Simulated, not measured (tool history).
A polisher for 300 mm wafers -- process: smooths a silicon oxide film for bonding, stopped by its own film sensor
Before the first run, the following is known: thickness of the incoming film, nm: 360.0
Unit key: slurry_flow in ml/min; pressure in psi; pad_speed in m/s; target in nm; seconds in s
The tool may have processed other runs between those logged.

run,hour,slurry_flow,pressure,pad_speed,slurry_solids,target,seconds
1,0,250,1.6,0.74,1,316,64.129
2,8,250,1.6,0.58,1,316,72.41
3,12,250,1.6,0.58,1,320,65.658
4,17,250,1.4,0.52,0.95,320,81.752
5,22.9,250,1.2,0.48,0.9,320,100.14
6,29,250,1.2,0.62,0.9,320,89.756
7,31.5,250,1.2,0.62,0.9,320,89.67
8,37.9,250,1.1,0.56,0.9,320,102.36
9,41.1,250,1,0.52,0.9,320,114.89

Run 10 is up next; what results do you expect?
10,48.4,250,0.9,0.48,0.9,320,?

Run 10 came out at seconds 131.01 s.
